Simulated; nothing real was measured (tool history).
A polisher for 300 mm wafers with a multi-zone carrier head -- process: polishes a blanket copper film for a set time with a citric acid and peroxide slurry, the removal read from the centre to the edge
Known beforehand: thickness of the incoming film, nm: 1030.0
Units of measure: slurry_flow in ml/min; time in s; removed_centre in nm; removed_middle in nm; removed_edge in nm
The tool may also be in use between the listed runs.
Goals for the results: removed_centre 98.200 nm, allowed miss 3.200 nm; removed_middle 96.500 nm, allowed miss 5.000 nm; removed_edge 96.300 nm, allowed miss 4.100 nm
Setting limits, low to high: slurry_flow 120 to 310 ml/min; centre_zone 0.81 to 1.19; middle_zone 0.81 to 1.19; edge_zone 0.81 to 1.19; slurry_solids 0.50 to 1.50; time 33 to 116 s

run 1 day=0.000 | slurry_flow=200 centre_zone=1.00 middle_zone=1.00 edge_zone=1.00 slurry_solids=1.00 time=74 | removed_centre=204.320 removed_middle=209.090 removed_edge=203.170
run 2 day=0.200 | slurry_flow=200 centre_zone=1.00 middle_zone=1.00 edge_zone=1.00 slurry_solids=1.00 time=84 | removed_centre=235.220 removed_middle=227.370 removed_edge=235.130
run 3 day=0.554 | slurry_flow=200 centre_zone=0.95 middle_zone=1.00 edge_zone=1.00 slurry_solids=1.00 time=84 | removed_centre=218.270 removed_middle=230.990 removed_edge=232.800
run 4 day=0.867 | slurry_flow=195 centre_zone=0.95 middle_zone=0.98 edge_zone=0.99 slurry_solids=0.95 time=78 | removed_centre=203.730 removed_middle=214.920 removed_edge=211.080
run 5 day=1.217 | slurry_flow=195 centre_zone=0.91 middle_zone=0.98 edge_zone=0.99 slurry_solids=0.95 time=78 | removed_centre=195.770 removed_middle=205.360 removed_edge=214.550
run 6 day=1.588 | slurry_flow=195 centre_zone=0.91 middle_zone=0.98 edge_zone=0.99 slurry_solids=1.15 time=78 | removed_centre=205.710 removed_middle=214.670 removed_edge=221.940
run 7 day=1.729 | slurry_flow=140 centre_zone=0.97 middle_zone=0.95 edge_zone=0.89 slurry_solids=0.90 time=57 | removed_centre=136.760 removed_middle=138.710 removed_edge=139.430
run 8 day=1.871 | slurry_flow=140 centre_zone=0.97 middle_zone=0.94 edge_zone=0.88 slurry_solids=0.85 time=55 | removed_centre=131.600 removed_middle=127.480 removed_edge=131.280
run 9 day=2.075 | slurry_flow=140 centre_zone=0.97 middle_zone=0.94 edge_zone=0.87 slurry_solids=0.80 time=53 | removed_centre=123.780 removed_middle=124.480 removed_edge=125.090
run 10 day=2.133 | slurry_flow=140 centre_zone=0.97 middle_zone=0.94 edge_zone=0.87 slurry_solids=0.80 time=53 | removed_centre=122.700 removed_middle=123.150 removed_edge=125.380
run 11 day=2.292 | slurry_flow=140 centre_zone=0.97 middle_zone=0.94 edge_zone=0.87 slurry_solids=0.80 time=53 | removed_centre=122.750 removed_middle=122.500 removed_edge=121.020
run 12 day=2.475 | slurry_flow=140 centre_zone=0.96 middle_zone=0.93 edge_zone=0.87 slurry_solids=0.75 time=53 | removed_centre=120.010 removed_middle=116.490 removed_edge=121.150
run 13 day=2.504 | slurry_flow=160 centre_zone=0.98 middle_zone=0.99 edge_zone=0.84 slurry_solids=0.55 time=36 | removed_centre=77.818 removed_middle=78.364 removed_edge=76.294
run 14 day=2.592 | slurry_flow=160 centre_zone=0.99 middle_zone=0.99 edge_zone=0.85 slurry_solids=0.60 time=36 | removed_centre=81.887 removed_middle=84.086 removed_edge=77.426
run 15 day=2.938 | slurry_flow=160 centre_zone=0.99 middle_zone=0.98 edge_zone=0.87 slurry_solids=0.60 time=36 | removed_centre=83.431 removed_middle=82.277 removed_edge=78.970
run 16 day=3.246 | slurry_flow=160 centre_zone=0.99 middle_zone=0.98 edge_zone=0.88 slurry_solids=0.65 time=36 | removed_centre=83.571 removed_middle=83.203 removed_edge=79.953
run 17 day=3.317 | slurry_flow=160 centre_zone=0.99 middle_zone=0.97 edge_zone=0.88 slurry_solids=0.70 time=36 | removed_centre=84.701 removed_middle=84.238 removed_edge=81.322
run 18 day=3.638 | slurry_flow=215 centre_zone=1.04 middle_zone=1.00 edge_zone=0.98 slurry_solids=0.95 time=37 | removed_centre=104.750 removed_middle=103.460 removed_edge=99.462
run 19 day=3.779 | slurry_flow=215 centre_zone=1.02 middle_zone=0.98 edge_zone=0.98 slurry_solids=0.90 time=37 | removed_centre=100.810 removed_middle=99.645 removed_edge=97.004
run 20 day=3.854 | slurry_flow=215 centre_zone=1.01 middle_zone=0.97 edge_zone=0.98 slurry_solids=0.90 time=37 | removed_centre=101.430 removed_middle=98.710 removed_edge=100.200

5 candidate next runs follow, results not yet known. Just one meets every target within its allowed miss. Identify it.
run A day=3.929 | slurry_flow=135 centre_zone=1.05 middle_zone=1.16 edge_zone=0.89 slurry_solids=0.95 time=38 | removed_centre=? removed_middle=? removed_edge=?
run B day=3.929 | slurry_flow=210 centre_zone=1.12 middle_zone=1.07 edge_zone=0.93 slurry_solids=0.95 time=34 | removed_centre=? removed_middle=? removed_edge=?
run C day=3.929 | slurry_flow=215 centre_zone=1.01 middle_zone=1.02 edge_zone=0.98 slurry_solids=0.85 time=40 | removed_centre=? removed_middle=? removed_edge=?
run D day=3.929 | slurry_flow=200 centre_zone=1.04 middle_zone=1.02 edge_zone=1.06 slurry_solids=0.85 time=36 | removed_centre=? removed_middle=? removed_edge=?
run E day=3.929 | slurry_flow=195 centre_zone=0.97 middle_zone=0.95 edge_zone=1.03 slurry_solids=0.95 time=38 | removed_centre=? removed_middle=? removed_edge=?

move=A removed_centre=101.120 removed_middle=108.200 removed_edge=94.094
move=B removed_centre=106.420 removed_middle=98.520 removed_edge=91.584
move=C removed_centre=109.830 removed_middle=108.390 removed_edge=107.440
move=D removed_centre=100.570 removed_middle=96.452 removed_edge=99.578
move=E removed_centre=101.500 removed_middle=98.492 removed_edge=106.640
A: brings the result that was furthest off to its target, and leaves another outside
B: moves away from the targets compared with the last run
C: moves away from the targets compared with the last run
D: hits every target within its allowed miss
E: moves away from the targets compared with the last run
The move that meets every target is D.

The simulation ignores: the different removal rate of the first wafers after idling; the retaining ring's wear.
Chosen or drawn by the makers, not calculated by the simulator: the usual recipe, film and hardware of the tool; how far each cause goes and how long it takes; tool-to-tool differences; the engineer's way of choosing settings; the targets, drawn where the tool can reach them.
